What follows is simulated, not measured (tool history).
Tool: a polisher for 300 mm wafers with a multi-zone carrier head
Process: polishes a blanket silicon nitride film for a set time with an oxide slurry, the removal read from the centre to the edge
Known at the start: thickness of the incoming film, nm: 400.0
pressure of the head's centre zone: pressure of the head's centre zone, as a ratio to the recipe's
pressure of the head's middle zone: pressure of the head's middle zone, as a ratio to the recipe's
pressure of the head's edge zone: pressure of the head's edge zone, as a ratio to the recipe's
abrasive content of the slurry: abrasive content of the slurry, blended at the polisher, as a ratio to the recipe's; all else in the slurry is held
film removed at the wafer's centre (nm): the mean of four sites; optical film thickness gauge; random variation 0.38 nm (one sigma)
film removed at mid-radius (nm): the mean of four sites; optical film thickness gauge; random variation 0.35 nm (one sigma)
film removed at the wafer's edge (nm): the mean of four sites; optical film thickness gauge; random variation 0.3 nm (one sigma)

run	hour	flow of slurry (ml/min)	pressure of the head's centre zone	pressure of the head's middle zone	pressure of the head's edge zone	abrasive content of the slurry	polishing time (s)	film removed at the wafer's centre (nm)	film removed at mid-radius (nm)	film removed at the wafer's edge (nm)
1	0.0	210	1.00	1.00	1.00	1.00	66	33.368	33.001	32.656
2	3.6	210	0.93	1.00	1.00	1.00	66	30.407	32.844	32.656
3	12.0	260	0.93	1.00	1.00	1.00	66	32.089	34.751	33.933
4	20.0	260	0.93	1.00	1.00	1.10	66	33.259	35.334	34.584
5	23.4	280	0.93	1.00	1.00	1.10	66	33.479	35.697	35.528
6	26.3	280	0.93	1.00	1.00	1.10	51	25.799	27.012	27.442
7	29.4	280	0.93	1.00	1.00	1.10	51	25.644	27.768	27.308

Run 8 comes next. What will it give?
8	37.6	285	0.92	1.04	1.03	1.15	51	?	?	?

{"run 8": {"film removed at the wafer's centre (nm)": 25.608, "film removed at mid-radius (nm)": 28.145, "film removed at the wafer's edge (nm)": 28.322}}
